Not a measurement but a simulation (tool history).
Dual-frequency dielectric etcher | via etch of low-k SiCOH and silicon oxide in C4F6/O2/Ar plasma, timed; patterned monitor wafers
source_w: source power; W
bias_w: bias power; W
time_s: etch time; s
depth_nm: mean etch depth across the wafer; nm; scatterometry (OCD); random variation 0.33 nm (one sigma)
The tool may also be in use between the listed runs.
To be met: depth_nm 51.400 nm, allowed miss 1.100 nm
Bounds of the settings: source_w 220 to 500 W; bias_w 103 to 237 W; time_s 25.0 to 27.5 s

Run 1, hour 0.0: source_w 360 W, bias_w 170 W, time_s 27.5 s. Result: depth_nm 58.155 nm.
Run 2, hour 4.0: source_w 350 W, bias_w 169 W, time_s 27.5 s. Result: depth_nm 57.677 nm.
Run 3, hour 7.7: source_w 350 W, bias_w 169 W, time_s 27.5 s. Result: depth_nm 56.589 nm.
Run 4, hour 14.3: source_w 400 W, bias_w 169 W, time_s 27.5 s. Result: depth_nm 60.491 nm.
Run 5, hour 19.2: source_w 390 W, bias_w 168 W, time_s 27.5 s. Result: depth_nm 59.420 nm.
Run 6, hour 21.6: source_w 380 W, bias_w 167 W, time_s 27.5 s. Result: depth_nm 58.986 nm.
Run 7, hour 26.8: source_w 370 W, bias_w 166 W, time_s 27.5 s. Result: depth_nm 57.938 nm.
Run 8, hour 32.9: source_w 360 W, bias_w 165 W, time_s 27.5 s. Result: depth_nm 57.517 nm.
Run 9, hour 40.3: source_w 350 W, bias_w 164 W, time_s 27.5 s. Result: depth_nm 56.775 nm.
Run 10, hour 42.6: source_w 340 W, bias_w 163 W, time_s 27.5 s. Result: depth_nm 56.032 nm.
Run 11, hour 44.0: source_w 270 W, bias_w 154 W, time_s 27.5 s. Result: depth_nm 50.102 nm.

5 next moves are on the table. One of them brings every result within its allowed miss. Which?
Run A, hour 45.4: source_w 310 W, bias_w 163 W, time_s 26.0 s. Result: depth_nm ?.
Run B, hour 45.4: source_w 350 W, bias_w 152 W, time_s 27.0 s. Result: depth_nm ?.
Run C, hour 45.4: source_w 290 W, bias_w 144 W, time_s 27.0 s. Result: depth_nm ?.
Run D, hour 45.4: source_w 340 W, bias_w 152 W, time_s 27.5 s. Result: depth_nm ?.
Run E, hour 45.4: source_w 320 W, bias_w 192 W, time_s 25.0 s. Result: depth_nm ?.

move  depth_nm
   A    51.081
   B    53.736
   C    48.731
   D    54.129
   E    53.656
A: meets every target
B: takes the result that was furthest off past its target
C: further off than the last run
D: takes the result that was furthest off past its target
E: takes the result that was furthest off past its target
Answer: A

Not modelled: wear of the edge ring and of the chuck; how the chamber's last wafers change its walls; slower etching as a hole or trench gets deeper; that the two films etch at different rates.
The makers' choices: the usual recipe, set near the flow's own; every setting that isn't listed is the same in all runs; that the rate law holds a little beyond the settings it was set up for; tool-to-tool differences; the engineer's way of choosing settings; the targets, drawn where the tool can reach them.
